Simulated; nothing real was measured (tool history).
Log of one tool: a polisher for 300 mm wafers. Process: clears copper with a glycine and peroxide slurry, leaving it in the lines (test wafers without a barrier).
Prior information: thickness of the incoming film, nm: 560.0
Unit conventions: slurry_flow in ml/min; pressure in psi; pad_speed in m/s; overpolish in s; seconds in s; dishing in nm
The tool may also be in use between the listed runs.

run	day	slurry_flow	pressure	pad_speed	overpolish	seconds	dishing
1	0.000	235	1.9	1.26	14	88.208	48.796
2	0.083	235	1.9	0.98	14	109.060	41.089
3	0.162	235	1.9	0.98	15	110.110	43.410
4	0.483	235	1.9	0.98	16	110.570	46.899
5	0.750	235	2.1	0.98	18	102.120	52.626
6	1.046	235	1.7	0.98	18	115.410	48.256

Predict the results of run 7:
7	1.179	235	1.8	0.98	18	?	?

seconds: 113.480 s
dishing: 48.865 nm

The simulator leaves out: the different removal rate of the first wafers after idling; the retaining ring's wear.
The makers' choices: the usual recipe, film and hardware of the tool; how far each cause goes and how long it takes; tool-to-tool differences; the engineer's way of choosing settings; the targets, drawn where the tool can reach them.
